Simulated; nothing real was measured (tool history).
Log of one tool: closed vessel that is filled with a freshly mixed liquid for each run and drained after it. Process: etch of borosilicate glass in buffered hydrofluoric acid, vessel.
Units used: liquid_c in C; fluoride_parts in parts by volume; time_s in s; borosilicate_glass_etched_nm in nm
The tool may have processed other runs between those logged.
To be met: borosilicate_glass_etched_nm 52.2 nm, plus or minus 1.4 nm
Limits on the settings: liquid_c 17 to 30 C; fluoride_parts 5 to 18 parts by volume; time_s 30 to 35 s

| run | hour | liquid_c | fluoride_parts | time_s | borosilicate_glass_etched_nm |
|---|---|---|---|---|---|
| 1 | 0 | 22 | 11 | 35 | 38.416 |
| 2 | 6.3 | 23.5 | 11 | 35 | 41.341 |
| 3 | 8.7 | 24.5 | 11 | 35 | 43.942 |
| 4 | 11.1 | 25.5 | 11 | 35 | 46.406 |
| 5 | 19.7 | 25.5 | 11 | 35 | 46.186 |
| 6 | 20.7 | 26 | 11 | 35 | 47.478 |
| 7 | 28.1 | 26 | 11 | 35 | 47.492 |
| 8 | 34.3 | 26.5 | 11 | 35 | 48.952 |
| 9 | 37.4 | 27 | 11 | 35 | 49.991 |

Next run, 4 choices. One meets every target within its allowed miss, the rest don't. Which?
| A | 40.5 | 30 | 12.5 | 35 | ? |
| B | 40.5 | 24 | 8 | 30 | ? |
| C | 40.5 | 26.5 | 11.5 | 35 | ? |
| D | 40.5 | 30 | 13.5 | 35 | ? |

| move | borosilicate_glass_etched_nm |
|---|---|
| A | 51.727 |
| B | 49.103 |
| C | 46.774 |
| D | 47.95 |
A: meets every target
B: moves away from the targets compared with the last run
C: moves away from the targets compared with the last run
D: moves away from the targets compared with the last run
The right move is A.
